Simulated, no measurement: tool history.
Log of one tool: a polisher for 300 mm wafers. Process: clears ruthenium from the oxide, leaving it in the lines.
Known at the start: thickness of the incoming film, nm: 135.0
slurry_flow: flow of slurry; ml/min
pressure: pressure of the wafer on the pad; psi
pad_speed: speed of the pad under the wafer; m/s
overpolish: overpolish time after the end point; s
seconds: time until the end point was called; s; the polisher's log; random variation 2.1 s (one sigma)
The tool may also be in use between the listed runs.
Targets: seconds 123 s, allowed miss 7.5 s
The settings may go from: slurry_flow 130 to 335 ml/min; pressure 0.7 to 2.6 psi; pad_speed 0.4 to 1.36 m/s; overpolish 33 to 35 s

run,day,slurry_flow,pressure,pad_speed,overpolish,seconds
1,0,215,1.6,0.88,33,200.49
2,0.054,215,1.8,0.9,33,166.7
3,0.392,215,1.9,0.9,33,164.86
4,0.562,255,1.9,0.9,33,159.18
5,0.625,255,2,0.9,33,152.79
6,0.704,255,2,0.68,33,188.59
7,0.783,255,2.2,0.7,33,163.29
8,0.967,255,2.3,0.72,33,160.33

4 next moves are on the table. One of them brings every result within its allowed miss. Which?
A,1.15,240,2.6,1,33,?
B,1.15,265,2.6,1.02,35,?
C,1.15,245,2.6,0.84,33,?
D,1.15,230,2.6,1.08,33,?

move,seconds
A,112.84
B,110.08
C,128.12
D,106.87
A: takes the result that was furthest off past its target
B: takes the result that was furthest off past its target
C: meets every target
D: takes the result that was furthest off past its target
The right move is C.

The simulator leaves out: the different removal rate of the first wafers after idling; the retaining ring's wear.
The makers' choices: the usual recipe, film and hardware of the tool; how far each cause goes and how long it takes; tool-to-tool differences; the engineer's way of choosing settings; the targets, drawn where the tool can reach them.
